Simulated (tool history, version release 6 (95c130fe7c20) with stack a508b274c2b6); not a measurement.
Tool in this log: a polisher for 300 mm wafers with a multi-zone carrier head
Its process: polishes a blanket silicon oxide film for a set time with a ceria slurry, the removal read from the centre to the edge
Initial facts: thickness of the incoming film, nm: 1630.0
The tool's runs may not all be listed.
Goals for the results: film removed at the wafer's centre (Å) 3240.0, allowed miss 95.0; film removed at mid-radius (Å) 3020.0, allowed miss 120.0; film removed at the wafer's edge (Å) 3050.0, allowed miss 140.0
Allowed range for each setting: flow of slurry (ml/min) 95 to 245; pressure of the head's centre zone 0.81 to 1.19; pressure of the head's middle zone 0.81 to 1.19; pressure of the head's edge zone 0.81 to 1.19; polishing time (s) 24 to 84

run,hour,flow of slurry (ml/min),pressure of the head's centre zone,pressure of the head's middle zone,pressure of the head's edge zone,polishing time (s),film removed at the wafer's centre (Å),film removed at mid-radius (Å),film removed at the wafer's edge (Å)
1,0.0,155,1.00,1.00,1.00,54,3517.7,3456.7,3545.6
2,3.2,170,1.00,1.00,1.00,54,3594.6,3506.7,3621.4
3,3.9,170,1.00,1.00,1.00,66,4346.1,4437.7,4422.5
4,11.2,170,1.00,0.97,1.00,66,4359.2,4263.5,4520.9
5,20.1,165,1.00,0.97,0.98,63,4152.9,4010.6,4097.3
6,28.3,165,0.93,0.97,0.98,63,3911.1,4052.0,4141.7
7,37.0,160,0.93,0.96,0.96,62,3821.1,3960.0,3996.3
8,39.3,160,0.93,0.96,0.96,62,3815.8,3902.3,4091.6
9,46.0,160,0.94,0.96,0.94,60,3727.4,3773.2,3858.7
10,49.2,155,0.94,0.96,0.92,59,3625.4,3710.0,3707.7
11,57.7,120,0.98,0.86,0.82,52,3202.0,2869.8,3056.9
12,65.8,120,0.98,0.87,0.82,52,3141.1,2963.6,3032.4

Which of these 5 next moves meets every target?
A,73.9,95,1.03,0.96,0.86,52,?,?,?
B,73.9,170,0.96,0.83,0.82,49,?,?,?
C,73.9,155,1.00,0.85,0.94,49,?,?,?
D,73.9,145,1.06,0.89,0.83,47,?,?,?
E,73.9,140,0.91,0.87,0.84,51,?,?,?

move,film removed at the wafer's centre (Å),film removed at mid-radius (Å),film removed at the wafer's edge (Å)
A,3209.2,3050.7,3062.2
B,3110.6,2784.4,3011.8
C,3196.2,2802.8,3174.4
D,3217.6,2765.6,2856.3
E,2976.2,2932.5,3105.4
A: all results in spec
B: its largest miss is bigger than the last run's
C: the furthest-off result lands on target, but another misses its tolerance
D: the furthest-off result lands on target, but another misses its tolerance
E: its largest miss is bigger than the last run's
A meets every target.
